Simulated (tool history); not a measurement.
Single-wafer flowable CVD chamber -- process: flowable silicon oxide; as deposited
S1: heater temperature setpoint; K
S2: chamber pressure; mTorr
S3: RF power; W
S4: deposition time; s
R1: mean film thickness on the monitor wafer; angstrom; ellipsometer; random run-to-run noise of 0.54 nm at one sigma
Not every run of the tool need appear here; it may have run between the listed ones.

run	day	S1	S2	S3	S4	R1
1	0.000	383.15	785	2035	355	1657.1
2	0.092	383.15	785	1905	355	1624.8
3	0.150	383.15	844	1905	355	1724.9
4	0.471	388.15	843	1905	355	1488.2
5	0.508	388.15	843	2090	355	1535.5
6	0.721	392.15	842	2090	355	1370.1
7	0.921	395.15	842	2090	355	1253.6
8	1.262	397.15	842	2090	355	1200.9
9	1.296	398.15	842	2090	355	1175.6

Run 10, settings as shown, results not yet in. Your forecast:
10	1.383	399.15	842	2090	355	?

R1: 1146.8 angstrom

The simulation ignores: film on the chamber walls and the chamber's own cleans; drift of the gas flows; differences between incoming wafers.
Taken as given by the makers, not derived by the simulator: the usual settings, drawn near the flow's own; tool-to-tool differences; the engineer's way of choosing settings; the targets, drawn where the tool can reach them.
